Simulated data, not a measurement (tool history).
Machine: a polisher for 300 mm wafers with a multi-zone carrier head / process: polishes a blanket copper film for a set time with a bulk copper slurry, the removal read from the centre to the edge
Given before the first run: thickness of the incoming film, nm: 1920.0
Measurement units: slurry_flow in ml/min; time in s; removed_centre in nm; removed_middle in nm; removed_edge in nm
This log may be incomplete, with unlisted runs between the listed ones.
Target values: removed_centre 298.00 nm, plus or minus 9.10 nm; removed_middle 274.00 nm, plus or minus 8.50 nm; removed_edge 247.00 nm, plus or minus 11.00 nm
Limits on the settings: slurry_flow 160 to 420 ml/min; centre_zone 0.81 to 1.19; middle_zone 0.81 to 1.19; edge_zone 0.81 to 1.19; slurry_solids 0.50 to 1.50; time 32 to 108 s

run  hour  slurry_flow  centre_zone  middle_zone  edge_zone  slurry_solids  time  removed_centre  removed_middle  removed_edge
  1   0.0          270         1.00         1.00       1.00           1.00    70          514.46          507.60        487.85
  2   4.1          270         0.92         1.00       1.00           1.00    70          473.41          504.70        496.19
  3  12.9          270         0.96         0.99       0.95           0.85    59          400.54          410.11        384.47
  4  20.9          295         0.96         0.99       0.95           0.85    59          401.49          416.85        392.53
  5  28.1          295         0.96         0.91       0.95           0.85    59          407.23          383.41        386.18
  6  28.7          280         0.97         0.91       0.90           0.75    54          358.49          340.59        339.61
  7  32.1          340         1.07         1.00       0.81           0.50    35          240.07          224.52        196.76
  8  40.1          340         1.10         1.03       0.88           0.55    35          248.90          236.07        208.87

Which of these 5 next moves meets every target?
  A  48.1          360         1.03         1.12       0.89           0.55    42               ?               ?             ?
  B  48.1          350         1.02         1.04       0.95           0.50    41               ?               ?             ?
  C  48.1          345         0.81         0.99       1.13           0.75    33               ?               ?             ?
  D  48.1          285         1.15         1.06       0.96           0.50    42               ?               ?             ?
  E  48.1          325         1.06         1.07       1.07           0.50    40               ?               ?             ?

move  removed_centre  removed_middle  removed_edge
   A          290.96          302.26        243.89
   B          275.41          271.80        240.47
   C          198.89          228.52        229.14
   D          305.56          276.94        243.71
   E          275.57          269.43        247.17
A: the furthest-off result lands on target, but another misses its tolerance
B: gains on the last run, yet a result remains outside its allowed miss
C: misses by more than the last run did
D: every result lands within tolerance
E: gains on the last run, yet a result remains outside its allowed miss
Answer: D
